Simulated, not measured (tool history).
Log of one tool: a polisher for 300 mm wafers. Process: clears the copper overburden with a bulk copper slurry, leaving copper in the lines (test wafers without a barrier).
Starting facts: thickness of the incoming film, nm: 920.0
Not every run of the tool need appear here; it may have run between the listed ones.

run	hour	flow of slurry (ml/min)	pressure of the wafer on the pad (kPa)	speed of the pad under the wafer (m/s)	abrasive content of the slurry	overpolish time after the end point (s)	time until the end point was called (s)	dishing of a wide line in a test structure (Å)
1	0	275	24.1	0.82	1	16	121.72	724.27
2	4.8	275	26.9	0.82	1	17	108.24	837.89
3	13.4	225	26.9	0.82	1	17	109.83	815.22
4	14.2	225	29	0.82	1	18	104.66	885.93
5	22.5	225	29	0.82	0.85	18	105.95	913.52
# hour 23.2: head pressure recalibrated
6	23.2	225	29	0.82	0.85	25	100.24	1153
7	26	230	31	0.82	0.85	25	94.672	1219.1

Run 8, settings as shown, results not yet in. Your forecast:
8	27.3	230	32.4	0.82	0.85	25	?	?

Run 8 came out at time until the end point was called (s) 88.561, dishing of a wide line in a test structure (Å) 1270.7.
